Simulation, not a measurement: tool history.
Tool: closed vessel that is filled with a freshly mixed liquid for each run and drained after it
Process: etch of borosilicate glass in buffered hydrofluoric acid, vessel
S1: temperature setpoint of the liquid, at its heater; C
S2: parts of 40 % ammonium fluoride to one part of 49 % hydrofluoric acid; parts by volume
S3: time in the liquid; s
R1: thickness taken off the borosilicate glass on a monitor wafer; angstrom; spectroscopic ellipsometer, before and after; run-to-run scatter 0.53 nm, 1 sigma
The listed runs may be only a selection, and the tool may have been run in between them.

| run | day | S1 | S2 | S3 | R1 |
|---|---|---|---|---|---|
| 1 | 0.000 | 23.0 | 9.5 | 85 | 1043.0 |
| 2 | 0.133 | 23.0 | 9.5 | 95 | 1165.6 |
| 3 | 0.212 | 23.0 | 9.5 | 95 | 1167.6 |
| 4 | 0.321 | 24.5 | 9.5 | 95 | 1259.1 |
| 5 | 0.683 | 24.5 | 9.5 | 95 | 1261.1 |
| 6 | 0.925 | 24.5 | 9.5 | 95 | 1256.5 |

Run 7, settings as shown, results not yet in. Your forecast:
| 7 | 0.971 | 26.0 | 9.5 | 95 | ? |

R1: 1371.8 angstrom
